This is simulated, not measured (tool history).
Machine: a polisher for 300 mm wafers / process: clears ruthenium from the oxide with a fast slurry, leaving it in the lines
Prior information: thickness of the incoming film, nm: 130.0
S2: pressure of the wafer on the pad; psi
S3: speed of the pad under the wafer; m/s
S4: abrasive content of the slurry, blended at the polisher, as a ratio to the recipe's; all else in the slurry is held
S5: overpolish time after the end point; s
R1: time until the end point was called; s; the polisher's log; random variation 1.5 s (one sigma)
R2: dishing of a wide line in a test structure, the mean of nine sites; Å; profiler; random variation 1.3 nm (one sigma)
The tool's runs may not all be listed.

Run 1, day 0: flow of slurry (ml/min) 130, S2 2.1 psi, S3 0.76 m/s, S4 1, S5 29 s. Result: R1 68.118 s, R2 525.59 Å.
Run 2, day 0.146: flow of slurry (ml/min) 125, S2 2 psi, S3 0.76 m/s, S4 1, S5 33 s. Result: R1 72.898 s, R2 579.29 Å.
Run 3, day 0.304: flow of slurry (ml/min) 125, S2 2 psi, S3 0.76 m/s, S4 1.2, S5 33 s. Result: R1 64.729 s, R2 630.24 Å.
Run 4, day 0.5: flow of slurry (ml/min) 120, S2 1.9 psi, S3 0.76 m/s, S4 1.2, S5 36 s. Result: R1 68.813 s, R2 651.18 Å.
Run 5, day 0.542: flow of slurry (ml/min) 120, S2 1.9 psi, S3 0.58 m/s, S4 1.2, S5 36 s. Result: R1 91.993 s, R2 510.91 Å.
Run 6, day 0.871: flow of slurry (ml/min) 120, S2 2 psi, S3 0.58 m/s, S4 1.2, S5 38 s. Result: R1 83.357 s, R2 544.97 Å.
Run 7, day 0.908: flow of slurry (ml/min) 120, S2 2 psi, S3 0.6 m/s, S4 1.2, S5 41 s. Result: R1 83.201 s, R2 619.28 Å.
Run 8, day 1.275: flow of slurry (ml/min) 120, S2 2 psi, S3 0.6 m/s, S4 1.2, S5 41 s. Result: R1 81.328 s, R2 612.06 Å.
Run 9, day 1.617: flow of slurry (ml/min) 120, S2 2 psi, S3 0.62 m/s, S4 1.2, S5 43 s. Result: R1 79.873 s, R2 674.32 Å.
Run 10, day 1.825: flow of slurry (ml/min) 120, S2 2 psi, S3 0.62 m/s, S4 1.2, S5 44 s. Result: R1 77.287 s, R2 662.32 Å.
Run 11, day 2.1: flow of slurry (ml/min) 115, S2 2 psi, S3 0.62 m/s, S4 1.2, S5 46 s. Result: R1 81.301 s, R2 684.38 Å.
Run 12, day 2.288: flow of slurry (ml/min) 120, S2 2 psi, S3 0.62 m/s, S4 1.2, S5 47 s. Result: R1 79.759 s, R2 719.4 Å.

For run 13, what comes out?
Run 13, day 2.321: flow of slurry (ml/min) 125, S2 2 psi, S3 0.62 m/s, S4 1.2, S5 48 s. Result: R1 ?, R2 ?.

Run 13 gave R1 78.24 s, R2 752.12 Å.
